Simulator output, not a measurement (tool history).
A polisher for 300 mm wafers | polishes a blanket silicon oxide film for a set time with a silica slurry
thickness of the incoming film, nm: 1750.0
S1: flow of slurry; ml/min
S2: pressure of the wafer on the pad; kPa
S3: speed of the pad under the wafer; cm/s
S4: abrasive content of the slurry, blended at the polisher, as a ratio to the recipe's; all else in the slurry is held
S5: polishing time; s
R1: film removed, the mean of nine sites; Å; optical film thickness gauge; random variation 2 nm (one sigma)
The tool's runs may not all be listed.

run 1 day=0 | S1=190 S2=31 S3=92 S4=1 S5=54 | R1=1314.4
run 2 day=0.375 | S1=190 S2=32.4 S3=92 S4=1 S5=54 | R1=1347.5
run 3 day=0.704 | S1=170 S2=32.4 S3=92 S4=1 S5=54 | R1=1337.2
run 4 day=0.875 | S1=170 S2=29 S3=92 S4=1 S5=54 | R1=1222.7
run 5 day=0.95 | S1=170 S2=29 S3=92 S4=1 S5=56 | R1=1237.3
run 6 day=1.092 | S1=170 S2=29 S3=74 S4=1 S5=56 | R1=1029.1
run 7 day=1.362 | S1=170 S2=31.7 S3=74 S4=1 S5=56 | R1=1132.9
run 8 day=1.608 | S1=170 S2=33.8 S3=74 S4=1 S5=56 | R1=1190.1

The next listed run, before its measurement:
run 9 day=1.896 | S1=175 S2=35.9 S3=74 S4=1 S5=56 | R1=?

Run 9 gave R1 1273.7 Å.

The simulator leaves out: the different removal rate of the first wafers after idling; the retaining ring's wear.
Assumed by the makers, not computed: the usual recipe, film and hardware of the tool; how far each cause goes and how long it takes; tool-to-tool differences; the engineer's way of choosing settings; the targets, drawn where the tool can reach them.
